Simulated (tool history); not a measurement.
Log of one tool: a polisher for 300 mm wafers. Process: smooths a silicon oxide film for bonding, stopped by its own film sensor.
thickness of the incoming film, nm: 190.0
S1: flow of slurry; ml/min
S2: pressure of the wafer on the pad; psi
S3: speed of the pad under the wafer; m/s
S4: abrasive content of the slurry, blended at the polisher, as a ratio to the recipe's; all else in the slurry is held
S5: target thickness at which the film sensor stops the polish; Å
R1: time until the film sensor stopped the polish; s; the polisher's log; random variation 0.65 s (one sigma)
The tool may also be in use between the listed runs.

| run | hour | S1 | S2 | S3 | S4 | S5 | R1 |
|---|---|---|---|---|---|---|---|
| 1 | 0.0 | 145 | 1.4 | 1.06 | 1.00 | 1350 | 133.040 |
| 2 | 6.1 | 150 | 1.6 | 1.10 | 1.00 | 1350 | 115.170 |
| 3 | 9.8 | 150 | 1.4 | 1.10 | 1.00 | 1350 | 130.580 |
| 4 | 14.8 | 150 | 1.4 | 0.88 | 1.00 | 1350 | 153.730 |
| 5 | 17.9 | 150 | 1.6 | 0.98 | 1.00 | 1350 | 124.180 |
| 6 | 24.7 | 150 | 1.9 | 0.98 | 1.00 | 1350 | 104.890 |
| 7 | 30.6 | 155 | 2.0 | 1.08 | 1.00 | 1350 | 93.240 |
| 8 | 38.6 | 160 | 2.2 | 1.38 | 1.05 | 1350 | 66.333 |

Forecast run 9:
| 9 | 40.8 | 160 | 2.2 | 1.40 | 1.05 | 1350 | ? |

{"run 9": {"R1": 66.451}}

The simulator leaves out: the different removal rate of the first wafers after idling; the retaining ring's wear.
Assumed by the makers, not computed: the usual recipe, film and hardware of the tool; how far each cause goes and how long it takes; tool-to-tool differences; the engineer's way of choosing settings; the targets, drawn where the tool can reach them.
